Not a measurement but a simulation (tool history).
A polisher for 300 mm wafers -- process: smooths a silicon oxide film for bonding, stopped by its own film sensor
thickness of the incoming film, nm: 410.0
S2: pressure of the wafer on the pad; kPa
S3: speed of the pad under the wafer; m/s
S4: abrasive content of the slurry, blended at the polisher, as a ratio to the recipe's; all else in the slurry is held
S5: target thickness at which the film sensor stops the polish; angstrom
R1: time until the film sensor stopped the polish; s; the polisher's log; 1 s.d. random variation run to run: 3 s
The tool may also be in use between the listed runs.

{"run": 1, "hour": 0.0, "flow of slurry (ml/min)": 275, "S2": 15.9, "S3": 1.16, "S4": 1.0, "S5": 3360, "R1": 75.579}
{"run": 2, "hour": 1.0, "flow of slurry (ml/min)": 275, "S2": 13.8, "S3": 1.1, "S4": 1.0, "S5": 3360, "R1": 89.804}
{"run": 3, "hour": 3.9, "flow of slurry (ml/min)": 275, "S2": 13.8, "S3": 1.3, "S4": 1.0, "S5": 3360, "R1": 80.774}
{"run": 4, "hour": 8.5, "flow of slurry (ml/min)": 275, "S2": 12.4, "S3": 1.22, "S4": 1.0, "S5": 3360, "R1": 91.395}
{"run": 5, "hour": 13.0, "flow of slurry (ml/min)": 275, "S2": 11.0, "S3": 1.14, "S4": 1.0, "S5": 3360, "R1": 111.43}
{"run": 6, "hour": 21.2, "flow of slurry (ml/min)": 275, "S2": 11.0, "S3": 1.14, "S4": 1.0, "S5": 3360, "R1": 108.18}

Run 7, settings as shown, results not yet in. Your forecast:
{"run": 7, "hour": 26.8, "flow of slurry (ml/min)": 275, "S2": 10.3, "S3": 1.12, "S4": 1.0, "S5": 3360, "R1": "?"}

Run 7 yielded R1 120.250 s.
